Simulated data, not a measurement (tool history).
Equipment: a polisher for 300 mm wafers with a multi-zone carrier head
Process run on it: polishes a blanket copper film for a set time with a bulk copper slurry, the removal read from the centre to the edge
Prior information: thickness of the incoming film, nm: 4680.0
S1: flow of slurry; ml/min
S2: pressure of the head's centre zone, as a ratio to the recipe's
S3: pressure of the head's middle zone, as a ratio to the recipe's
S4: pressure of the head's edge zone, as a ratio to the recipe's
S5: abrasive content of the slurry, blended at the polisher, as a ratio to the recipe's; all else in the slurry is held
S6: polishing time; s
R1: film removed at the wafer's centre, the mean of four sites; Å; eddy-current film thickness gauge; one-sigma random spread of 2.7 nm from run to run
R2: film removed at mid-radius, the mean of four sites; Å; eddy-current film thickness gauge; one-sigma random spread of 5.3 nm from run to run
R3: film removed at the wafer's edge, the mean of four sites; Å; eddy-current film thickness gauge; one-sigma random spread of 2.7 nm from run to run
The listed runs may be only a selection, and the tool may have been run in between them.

| run | hour | S1 | S2 | S3 | S4 | S5 | S6 | R1 | R2 | R3 |
|---|---|---|---|---|---|---|---|---|---|---|
| 1 | 0 | 160 | 1 | 1 | 1 | 1 | 67 | 3373.3 | 3385.3 | 3332.6 |
| 2 | 9 | 170 | 1 | 1.02 | 1.03 | 1.1 | 68 | 3525.4 | 3556.4 | 3534.4 |
| 3 | 12.1 | 170 | 1 | 1.02 | 1.03 | 1.1 | 52 | 2698.1 | 2775.6 | 2707.4 |
| 4 | 16.4 | 170 | 1 | 0.95 | 1.03 | 1.1 | 52 | 2686.6 | 2584.6 | 2669.4 |
| 5 | 17.2 | 175 | 1 | 0.99 | 1.05 | 1.15 | 55 | 2868 | 2859.8 | 2896.1 |
| 6 | 19.4 | 180 | 1 | 1.02 | 1.07 | 1.2 | 58 | 3062.6 | 3136.1 | 3146.2 |

Predict the results of run 7:
| 7 | 22.7 | 225 | 1.02 | 1.12 | 1.17 | 1.45 | 69 | ? | ? | ? |

Run 7 gave R1 4022 Å, R2 4284.1 Å, R3 4152 Å.
